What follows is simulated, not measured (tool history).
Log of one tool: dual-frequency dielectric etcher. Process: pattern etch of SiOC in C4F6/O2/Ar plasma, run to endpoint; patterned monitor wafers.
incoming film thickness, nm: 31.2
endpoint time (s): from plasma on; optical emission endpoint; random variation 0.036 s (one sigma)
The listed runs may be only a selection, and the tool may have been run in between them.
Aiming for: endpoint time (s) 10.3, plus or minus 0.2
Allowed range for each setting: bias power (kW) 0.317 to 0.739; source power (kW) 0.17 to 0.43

run,hour,bias power (kW),source power (kW),endpoint time (s)
1,0,0.528,0.3,11.534
2,4.1,0.528,0.34,11.051
3,7.6,0.542,0.34,10.966
4,13.7,0.503,0.34,11.153
5,21.4,0.522,0.34,11.098
6,22.4,0.539,0.34,10.996
7,30.7,0.554,0.34,10.87
8,33,0.566,0.34,10.849
9,35.5,0.579,0.34,10.837
10,42.6,0.579,0.34,10.856
11,46,0.592,0.34,10.773

Consider the 4 candidate settings below. Which is the only one whose results all fall within their allowed miss of target?
A,49.4,0.609,0.43,?
B,49.4,0.601,0.38,?
C,49.4,0.611,0.34,?
D,49.4,0.587,0.3,?

move,endpoint time (s)
A,9.8586
B,10.305
C,10.641
D,11.193
A: pushes the last run's worst result past its target
B: all results land within tolerance of their targets
C: moves toward the targets from the last run without getting all of them in spec
D: the biggest miss grows against the last run
Go with B: it meets all targets.
